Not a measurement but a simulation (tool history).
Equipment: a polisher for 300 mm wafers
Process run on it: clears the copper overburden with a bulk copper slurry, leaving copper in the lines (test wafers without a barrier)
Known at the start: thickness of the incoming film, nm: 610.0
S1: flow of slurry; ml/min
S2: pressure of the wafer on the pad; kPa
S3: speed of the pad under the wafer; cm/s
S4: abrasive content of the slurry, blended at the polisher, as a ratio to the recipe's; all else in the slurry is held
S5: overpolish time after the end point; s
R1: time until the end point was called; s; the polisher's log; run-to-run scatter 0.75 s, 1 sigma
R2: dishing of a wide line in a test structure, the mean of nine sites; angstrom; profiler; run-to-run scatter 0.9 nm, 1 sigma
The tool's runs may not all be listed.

run,hour,S1,S2,S3,S4,S5,R1,R2
1,0.0,260,13.8,124,1.0,29,74.584,672.89
2,1.8,260,14.5,124,1.0,29,72.645,701.02
3,7.4,260,15.2,124,1.0,27,68.697,699.47
4,12.0,260,15.2,124,1.0,16,68.103,581.88
5,16.1,260,18.6,124,1.0,16,57.572,638.18
6,23.9,260,18.6,124,1.2,16,54.783,650.39

What does the tool deliver on the next run?
7,28.6,260,18.6,124,1.2,18,?,?

{"run 7": {"R1": 54.962, "R2": 702.09}}
